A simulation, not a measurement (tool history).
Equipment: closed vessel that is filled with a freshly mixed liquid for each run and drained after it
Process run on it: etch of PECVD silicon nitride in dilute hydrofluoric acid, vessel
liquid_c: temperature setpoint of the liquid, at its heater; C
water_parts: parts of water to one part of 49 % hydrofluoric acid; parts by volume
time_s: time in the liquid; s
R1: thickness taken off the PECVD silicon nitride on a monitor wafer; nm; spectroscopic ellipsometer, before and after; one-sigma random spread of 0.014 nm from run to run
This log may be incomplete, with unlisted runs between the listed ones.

{"run": 1, "hour": 0.0, "liquid_c": 24.0, "water_parts": 55, "time_s": 180, "R1": 7.31}
{"run": 2, "hour": 1.4, "liquid_c": 24.0, "water_parts": 55, "time_s": 125, "R1": 5.0484}
{"run": 3, "hour": 9.1, "liquid_c": 23.5, "water_parts": 55, "time_s": 125, "R1": 4.8941}
{"run": 4, "hour": 13.7, "liquid_c": 26.0, "water_parts": 55, "time_s": 125, "R1": 5.8413}
{"run": 5, "hour": 19.1, "liquid_c": 25.0, "water_parts": 55, "time_s": 125, "R1": 5.4123}
{"run": 6, "hour": 27.2, "liquid_c": 27.5, "water_parts": 55, "time_s": 125, "R1": 6.436}
{"run": 7, "hour": 34.3, "liquid_c": 26.0, "water_parts": 55, "time_s": 125, "R1": 5.7819}
{"run": 8, "hour": 34.9, "liquid_c": 25.0, "water_parts": 55, "time_s": 125, "R1": 5.426}

Expected results for the next run?
{"run": 9, "hour": 38.5, "liquid_c": 24.0, "water_parts": 55, "time_s": 125, "R1": "?"}

{"run 9": {"R1": 5.0683}}
